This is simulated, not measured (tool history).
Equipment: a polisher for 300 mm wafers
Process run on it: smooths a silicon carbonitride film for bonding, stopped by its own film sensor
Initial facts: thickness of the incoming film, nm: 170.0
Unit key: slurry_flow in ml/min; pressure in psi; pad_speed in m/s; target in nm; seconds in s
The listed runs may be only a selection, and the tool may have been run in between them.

{"run": 1, "hour": 0.0, "slurry_flow": 130, "pressure": 1.9, "pad_speed": 1.02, "slurry_solids": 1.0, "target": 151, "seconds": 80.743}
{"run": 2, "hour": 8.7, "slurry_flow": 130, "pressure": 1.7, "pad_speed": 1.0, "slurry_solids": 1.0, "target": 151, "seconds": 92.698}
{"run": 3, "hour": 10.1, "slurry_flow": 130, "pressure": 1.7, "pad_speed": 1.0, "slurry_solids": 1.1, "target": 151, "seconds": 89.316}
{"run": 4, "hour": 18.6, "slurry_flow": 130, "pressure": 1.7, "pad_speed": 1.2, "slurry_solids": 1.1, "target": 151, "seconds": 82.526}
{"run": 5, "hour": 21.2, "slurry_flow": 130, "pressure": 1.7, "pad_speed": 1.36, "slurry_solids": 1.1, "target": 151, "seconds": 75.061}
{"run": 6, "hour": 23.5, "slurry_flow": 130, "pressure": 1.7, "pad_speed": 1.36, "slurry_solids": 0.95, "target": 151, "seconds": 78.185}
{"run": 7, "hour": 26.4, "slurry_flow": 130, "pressure": 1.5, "pad_speed": 1.34, "slurry_solids": 0.95, "target": 151, "seconds": 89.007}

Predict the results of run 8:
{"run": 8, "hour": 30.0, "slurry_flow": 130, "pressure": 1.4, "pad_speed": 1.32, "slurry_solids": 0.95, "target": 151, "seconds": "?"}

seconds: 100.160 s
